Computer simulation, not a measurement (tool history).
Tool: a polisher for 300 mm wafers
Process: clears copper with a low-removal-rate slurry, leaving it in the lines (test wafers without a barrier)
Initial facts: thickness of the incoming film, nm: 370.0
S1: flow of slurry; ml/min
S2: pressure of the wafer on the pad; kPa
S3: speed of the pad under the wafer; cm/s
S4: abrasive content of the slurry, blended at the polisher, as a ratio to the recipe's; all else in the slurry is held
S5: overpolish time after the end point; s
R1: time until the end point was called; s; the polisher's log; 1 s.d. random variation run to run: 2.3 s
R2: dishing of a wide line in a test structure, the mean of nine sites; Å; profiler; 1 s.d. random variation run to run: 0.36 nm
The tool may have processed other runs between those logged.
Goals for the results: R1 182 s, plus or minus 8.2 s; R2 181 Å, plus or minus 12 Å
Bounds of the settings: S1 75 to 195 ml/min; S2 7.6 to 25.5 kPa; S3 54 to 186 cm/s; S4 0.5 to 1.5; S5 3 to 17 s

run	hour	S1	S2	S3	S4	S5	R1	R2
1	0	125	16.5	118	1	9	121.13	164.11
2	8.8	120	14.5	118	1	10	136.58	159.94
3	15.2	140	14.5	118	1	10	133.89	162.06
4	23.9	135	13.1	116	1	11	148.11	158.7
5	26.9	135	13.1	116	1	15	148.48	209.17
6	35.5	130	12.4	116	1	15	158.08	203.83
7	44.3	125	11.7	116	1	15	167.26	185.99
8	52.4	120	11.7	116	1	15	173.33	191.58

Exactly one of the 4 candidate moves below puts every result within its allowed miss. Which one?
A	60.5	125	10.3	118	1.2	15	?	?
B	60.5	120	13.1	108	0.9	17	?	?
C	60.5	120	12.4	118	1.05	13	?	?
D	60.5	85	11	134	0.95	17	?	?

move	R1	R2
A	180.9	179.31
B	170.05	214.68
C	158.4	178.74
D	177.26	205.32
A: in spec on every target
B: further off than the last run
C: further off than the last run
D: the worst result of the last run now meets its target, but another is out of spec
A meets every target.
